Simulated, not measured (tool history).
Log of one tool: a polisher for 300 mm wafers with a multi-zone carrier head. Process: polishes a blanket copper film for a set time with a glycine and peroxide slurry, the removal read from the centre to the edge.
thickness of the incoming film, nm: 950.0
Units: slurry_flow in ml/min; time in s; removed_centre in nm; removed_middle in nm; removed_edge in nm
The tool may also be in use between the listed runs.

| run | hour | slurry_flow | centre_zone | middle_zone | edge_zone | time | removed_centre | removed_middle | removed_edge |
|---|---|---|---|---|---|---|---|---|---|
| 1 | 0.0 | 180 | 1.00 | 1.00 | 1.00 | 56 | 365.56 | 361.15 | 371.94 |
| 2 | 7.8 | 140 | 1.00 | 1.00 | 1.00 | 56 | 363.33 | 358.55 | 362.09 |
| 3 | 10.2 | 140 | 0.98 | 0.98 | 0.99 | 53 | 333.45 | 334.40 | 345.51 |
| 4 | 17.0 | 140 | 0.98 | 0.97 | 0.98 | 50 | 315.69 | 313.19 | 318.13 |
| 5 | 17.7 | 140 | 0.97 | 0.95 | 0.98 | 47 | 291.22 | 288.14 | 300.39 |
| 6 | 19.0 | 160 | 0.97 | 0.95 | 0.98 | 47 | 293.05 | 295.11 | 306.81 |
| 7 | 21.1 | 155 | 0.96 | 0.93 | 0.97 | 45 | 281.73 | 274.17 | 292.73 |

Forecast run 8:
| 8 | 25.7 | 150 | 0.95 | 0.92 | 0.95 | 43 | ? | ? | ? |

{"run 8": {"removed_centre": 268.04, "removed_middle": 258.33, "removed_edge": 275.29}}
